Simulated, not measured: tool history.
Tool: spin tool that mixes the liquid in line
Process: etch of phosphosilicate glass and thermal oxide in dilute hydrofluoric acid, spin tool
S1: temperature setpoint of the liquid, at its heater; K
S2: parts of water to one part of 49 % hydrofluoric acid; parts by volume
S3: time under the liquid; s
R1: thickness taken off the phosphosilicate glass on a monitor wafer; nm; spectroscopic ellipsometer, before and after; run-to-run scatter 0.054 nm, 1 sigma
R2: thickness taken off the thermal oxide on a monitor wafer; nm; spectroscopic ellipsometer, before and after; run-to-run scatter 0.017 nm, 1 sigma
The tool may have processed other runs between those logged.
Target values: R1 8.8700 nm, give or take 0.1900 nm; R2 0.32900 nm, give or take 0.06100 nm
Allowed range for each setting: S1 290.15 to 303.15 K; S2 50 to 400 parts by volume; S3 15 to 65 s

run	hour	S1	S2	S3	R1	R2
1	0.0	295.15	225	35	15.5180	0.59565
2	3.0	297.15	225	35	17.0430	0.66111
3	4.9	295.15	245	35	14.1180	0.48837
4	7.8	294.15	265	35	12.2980	0.48102
5	9.0	293.15	275	35	11.3480	0.41423
6	14.2	293.15	275	50	16.2380	0.52860
7	16.1	290.15	365	50	10.1620	0.36185
8	22.7	290.15	375	50	9.6854	0.35685
9	28.3	290.15	395	50	9.0901	0.32997

Consider the 4 candidate settings below. Which is the only one whose results all fall within their allowed miss of target?
A	33.9	292.15	310	35	?	?
B	33.9	295.65	190	15	?	?
C	33.9	291.65	245	25	?	?
D	33.9	290.65	390	45	?	?

move	R1	R2
A	9.3598	0.32235
B	8.3584	0.28787
C	8.7940	0.30287
D	8.4779	0.29198
A: lands further from the targets than the last run did
B: takes the result that was furthest off past its target
C: all results in spec
D: takes the result that was furthest off past its target
Move C is the one to make.
